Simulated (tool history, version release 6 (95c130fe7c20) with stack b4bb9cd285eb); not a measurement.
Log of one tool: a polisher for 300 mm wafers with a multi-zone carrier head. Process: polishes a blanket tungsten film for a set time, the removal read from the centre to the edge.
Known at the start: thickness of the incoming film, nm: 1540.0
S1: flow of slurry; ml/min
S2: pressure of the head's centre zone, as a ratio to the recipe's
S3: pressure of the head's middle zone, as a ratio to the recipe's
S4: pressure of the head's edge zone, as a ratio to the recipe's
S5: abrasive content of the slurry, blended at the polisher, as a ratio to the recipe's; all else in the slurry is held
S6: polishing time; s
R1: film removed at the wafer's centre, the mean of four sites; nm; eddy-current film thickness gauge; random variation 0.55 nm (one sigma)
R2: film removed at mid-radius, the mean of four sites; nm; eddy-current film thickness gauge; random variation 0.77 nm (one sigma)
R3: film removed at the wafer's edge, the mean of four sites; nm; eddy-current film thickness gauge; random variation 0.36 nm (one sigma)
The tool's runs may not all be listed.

{"run": 1, "hour": 0.0, "S1": 285, "S2": 1, "S3": 1, "S4": 1, "S5": 1, "S6": 33, "R1": 102.88, "R2": 106.05, "R3": 101.11}
{"run": 2, "hour": 2.1, "S1": 285, "S2": 1.01, "S3": 0.98, "S4": 0.98, "S5": 0.95, "S6": 31, "R1": 95.171, "R2": 94.645, "R3": 93.975}
{"run": 3, "hour": 8.0, "S1": 285, "S2": 1.01, "S3": 0.98, "S4": 0.98, "S5": 0.95, "S6": 34, "R1": 104.7, "R2": 102.85, "R3": 103.72}
{"run": 4, "hour": 15.3, "S1": 285, "S2": 1.01, "S3": 0.98, "S4": 0.98, "S5": 0.75, "S6": 34, "R1": 99.731, "R2": 99.049, "R3": 98.422}
{"run": 5, "hour": 23.1, "S1": 285, "S2": 1.01, "S3": 0.98, "S4": 0.98, "S5": 0.75, "S6": 26, "R1": 77.054, "R2": 75.743, "R3": 75.119}
{"run": 6, "hour": 26.9, "S1": 285, "S2": 1.02, "S3": 0.97, "S4": 0.97, "S5": 0.7, "S6": 25, "R1": 73.413, "R2": 74.18, "R3": 72.226}
{"run": 7, "hour": 29.9, "S1": 285, "S2": 1.02, "S3": 0.97, "S4": 0.97, "S5": 0.7, "S6": 25, "R1": 73.399, "R2": 71.71, "R3": 71.704}

Run 8 comes next. What will it give?
{"run": 8, "hour": 30.5, "S1": 285, "S2": 1.04, "S3": 0.96, "S4": 0.96, "S5": 0.7, "S6": 24, "R1": "?", "R2": "?", "R3": "?"}

{"run 8": {"R1": 71.817, "R2": 68.124, "R3": 68.973}}

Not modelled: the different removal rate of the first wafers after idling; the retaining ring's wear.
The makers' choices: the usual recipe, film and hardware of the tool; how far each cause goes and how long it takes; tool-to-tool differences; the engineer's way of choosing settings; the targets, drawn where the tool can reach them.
